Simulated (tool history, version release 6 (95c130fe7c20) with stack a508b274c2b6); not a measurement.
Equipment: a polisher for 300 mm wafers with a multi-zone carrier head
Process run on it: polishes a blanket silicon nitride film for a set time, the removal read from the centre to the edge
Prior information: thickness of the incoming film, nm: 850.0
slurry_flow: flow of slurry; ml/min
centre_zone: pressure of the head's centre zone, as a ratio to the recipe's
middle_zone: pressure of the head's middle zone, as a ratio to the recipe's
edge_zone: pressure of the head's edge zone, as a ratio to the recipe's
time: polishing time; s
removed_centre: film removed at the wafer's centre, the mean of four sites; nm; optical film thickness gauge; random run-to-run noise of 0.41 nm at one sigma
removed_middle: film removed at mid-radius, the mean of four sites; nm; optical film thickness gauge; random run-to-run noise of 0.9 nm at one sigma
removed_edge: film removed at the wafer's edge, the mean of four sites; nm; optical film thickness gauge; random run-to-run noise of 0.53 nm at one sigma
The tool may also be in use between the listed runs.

Run 1, hour 0: slurry_flow 140 ml/min, centre_zone 1, middle_zone 1, edge_zone 1, time 60 s. Result: removed_centre 109.09 nm, removed_middle 111.25 nm, removed_edge 111.91 nm.
Run 2, hour 2.4: slurry_flow 135 ml/min, centre_zone 0.98, middle_zone 0.99, edge_zone 0.98, time 57 s. Result: removed_centre 99.596 nm, removed_middle 105.58 nm, removed_edge 104.05 nm.
Run 3, hour 10.6: slurry_flow 120 ml/min, centre_zone 0.98, middle_zone 0.99, edge_zone 0.98, time 57 s. Result: removed_centre 97.909 nm, removed_middle 99.885 nm, removed_edge 101.87 nm.
Run 4, hour 11.1: slurry_flow 100 ml/min, centre_zone 0.98, middle_zone 0.99, edge_zone 0.98, time 57 s. Result: removed_centre 93.565 nm, removed_middle 94.723 nm, removed_edge 100.68 nm.
Run 5, hour 16.3: slurry_flow 100 ml/min, centre_zone 0.98, middle_zone 0.99, edge_zone 1.05, time 57 s. Result: removed_centre 93.44 nm, removed_middle 95.883 nm, removed_edge 103.69 nm.
Run 6, hour 23.4: slurry_flow 100 ml/min, centre_zone 0.98, middle_zone 0.99, edge_zone 1, time 57 s. Result: removed_centre 91.922 nm, removed_middle 99.254 nm, removed_edge 100.01 nm.
Run 7, hour 29.9: slurry_flow 100 ml/min, centre_zone 0.97, middle_zone 0.97, edge_zone 0.98, time 54 s. Result: removed_centre 87.665 nm, removed_middle 88.279 nm, removed_edge 94.214 nm.
Run 8, hour 32.9: slurry_flow 100 ml/min, centre_zone 0.95, middle_zone 0.97, edge_zone 0.96, time 52 s. Result: removed_centre 82.379 nm, removed_middle 86.61 nm, removed_edge 89.965 nm.
Run 9, hour 39.7: slurry_flow 100 ml/min, centre_zone 0.94, middle_zone 0.96, edge_zone 0.94, time 50 s. Result: removed_centre 77.898 nm, removed_middle 82.381 nm, removed_edge 84.998 nm.
Run 10, hour 47.8: slurry_flow 100 ml/min, centre_zone 0.93, middle_zone 0.95, edge_zone 0.93, time 49 s. Result: removed_centre 76.506 nm, removed_middle 80.322 nm, removed_edge 84.149 nm.
Run 11, hour 56.4: slurry_flow 100 ml/min, centre_zone 0.92, middle_zone 0.95, edge_zone 0.92, time 48 s. Result: removed_centre 73.125 nm, removed_middle 77.684 nm, removed_edge 82.581 nm.
Run 12, hour 64: slurry_flow 105 ml/min, centre_zone 0.89, middle_zone 0.96, edge_zone 0.83, time 37 s. Result: removed_centre 55.615 nm, removed_middle 62.785 nm, removed_edge 60.724 nm.
Run 13, hour 68.8: slurry_flow 110 ml/min, centre_zone 0.89, middle_zone 0.95, edge_zone 0.84, time 37 s. Result: removed_centre 56.812 nm, removed_middle 62.582 nm, removed_edge 61.233 nm.
Run 14, hour 71.9: slurry_flow 115 ml/min, centre_zone 0.89, middle_zone 0.95, edge_zone 0.85, time 37 s. Result: removed_centre 56.971 nm, removed_middle 63.573 nm, removed_edge 62.509 nm.
Run 15, hour 74.6: slurry_flow 120 ml/min, centre_zone 0.89, middle_zone 0.95, edge_zone 0.86, time 37 s. Result: removed_centre 58.08 nm, removed_middle 63.424 nm, removed_edge 62.318 nm.
Run 16, hour 80.6: slurry_flow 120 ml/min, centre_zone 0.89, middle_zone 0.95, edge_zone 0.88, time 37 s. Result: removed_centre 57.726 nm, removed_middle 63.556 nm, removed_edge 63.321 nm.
Run 17, hour 81.3: slurry_flow 120 ml/min, centre_zone 0.89, middle_zone 0.95, edge_zone 0.89, time 37 s. Result: removed_centre 58.102 nm, removed_middle 62.758 nm, removed_edge 64.483 nm.

Run 18, settings as shown, results not yet in. Your forecast:
Run 18, hour 85.8: slurry_flow 120 ml/min, centre_zone 0.89, middle_zone 0.95, edge_zone 0.9, time 37 s. Result: removed_centre ?, removed_middle ?, removed_edge ?.

removed_centre: 57.85 nm
removed_middle: 61.49 nm
removed_edge: 64.53 nm

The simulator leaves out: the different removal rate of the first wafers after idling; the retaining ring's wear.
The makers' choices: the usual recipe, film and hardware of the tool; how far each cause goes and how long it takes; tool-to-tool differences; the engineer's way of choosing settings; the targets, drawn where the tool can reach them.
